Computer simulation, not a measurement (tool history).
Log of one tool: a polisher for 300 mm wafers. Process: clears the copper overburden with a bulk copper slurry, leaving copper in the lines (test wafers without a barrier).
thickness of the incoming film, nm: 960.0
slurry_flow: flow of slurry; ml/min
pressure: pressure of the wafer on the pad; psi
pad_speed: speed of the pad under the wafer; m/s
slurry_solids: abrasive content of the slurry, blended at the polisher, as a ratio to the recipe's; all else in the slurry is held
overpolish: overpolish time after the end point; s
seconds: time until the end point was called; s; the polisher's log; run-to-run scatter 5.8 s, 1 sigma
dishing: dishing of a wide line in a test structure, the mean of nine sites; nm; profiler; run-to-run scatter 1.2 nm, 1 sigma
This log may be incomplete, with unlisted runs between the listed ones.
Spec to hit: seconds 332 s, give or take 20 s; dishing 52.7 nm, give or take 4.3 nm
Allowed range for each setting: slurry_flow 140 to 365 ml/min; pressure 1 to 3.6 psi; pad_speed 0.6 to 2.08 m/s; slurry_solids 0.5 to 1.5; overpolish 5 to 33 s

{"run": 1, "day": 0.0, "slurry_flow": 235, "pressure": 2.3, "pad_speed": 1.34, "slurry_solids": 1, "overpolish": 17, "seconds": 116.65, "dishing": 90.465}
{"run": 2, "day": 0.125, "slurry_flow": 235, "pressure": 2.1, "pad_speed": 1.22, "slurry_solids": 1, "overpolish": 18, "seconds": 140.8, "dishing": 83.731}
{"run": 3, "day": 0.279, "slurry_flow": 205, "pressure": 2.1, "pad_speed": 1.22, "slurry_solids": 1, "overpolish": 18, "seconds": 139.04, "dishing": 81.773}
{"run": 4, "day": 0.354, "slurry_flow": 205, "pressure": 2.1, "pad_speed": 1.38, "slurry_solids": 1, "overpolish": 18, "seconds": 123.84, "dishing": 85.313}
{"run": 5, "day": 0.721, "slurry_flow": 165, "pressure": 2.1, "pad_speed": 1.38, "slurry_solids": 1, "overpolish": 18, "seconds": 132.36, "dishing": 86.096}
{"run": 6, "day": 1.017, "slurry_flow": 160, "pressure": 1.9, "pad_speed": 1.26, "slurry_solids": 1, "overpolish": 19, "seconds": 159.59, "dishing": 76.451}
{"run": 7, "day": 1.338, "slurry_flow": 160, "pressure": 1.7, "pad_speed": 1.18, "slurry_solids": 1, "overpolish": 20, "seconds": 187.85, "dishing": 68.096}
{"day": 1.417, "done": "slurry nozzle cleaned"}
{"run": 8, "day": 1.417, "slurry_flow": 160, "pressure": 1.6, "pad_speed": 1.12, "slurry_solids": 1, "overpolish": 21, "seconds": 193.01, "dishing": 72.101}
{"run": 9, "day": 1.571, "slurry_flow": 155, "pressure": 1.5, "pad_speed": 1.04, "slurry_solids": 1, "overpolish": 21, "seconds": 220.13, "dishing": 62.875}
{"run": 10, "day": 1.85, "slurry_flow": 155, "pressure": 1.4, "pad_speed": 1, "slurry_solids": 1, "overpolish": 22, "seconds": 240.18, "dishing": 63.116}
{"run": 11, "day": 2.196, "slurry_flow": 155, "pressure": 1.3, "pad_speed": 0.96, "slurry_solids": 1, "overpolish": 22, "seconds": 273.37, "dishing": 56.804}

Exercise: of the 5 proposed moves below, exactly one satisfies all targets within the stated allowed misses. Which move is it?
{"run": "A", "day": 2.542, "slurry_flow": 140, "pressure": 1, "pad_speed": 0.84, "slurry_solids": 1.1, "overpolish": 30, "seconds": "?", "dishing": "?"}
{"run": "B", "day": 2.542, "slurry_flow": 155, "pressure": 1.2, "pad_speed": 1.24, "slurry_solids": 1.1, "overpolish": 17, "seconds": "?", "dishing": "?"}
{"run": "C", "day": 2.542, "slurry_flow": 185, "pressure": 1, "pad_speed": 0.82, "slurry_solids": 0.85, "overpolish": 31, "seconds": "?", "dishing": "?"}
{"run": "D", "day": 2.542, "slurry_flow": 155, "pressure": 1.3, "pad_speed": 0.78, "slurry_solids": 1.1, "overpolish": 25, "seconds": "?", "dishing": "?"}
{"run": "E", "day": 2.542, "slurry_flow": 215, "pressure": 1, "pad_speed": 1.02, "slurry_solids": 0.6, "overpolish": 32, "seconds": "?", "dishing": "?"}

move=A seconds=402.67 dishing=50.814
move=B seconds=229.26 dishing=51.858
move=C seconds=410.11 dishing=51.345
move=D seconds=331.64 dishing=53.018
move=E seconds=343.19 dishing=59.317
A: the result that was furthest off in the last run now lies on the other side of its target
B: the biggest miss grows against the last run
C: the result that was furthest off in the last run now lies on the other side of its target
D: each result inside its tolerance
E: the furthest-off result lands on target, but another misses its tolerance
The right move is D.
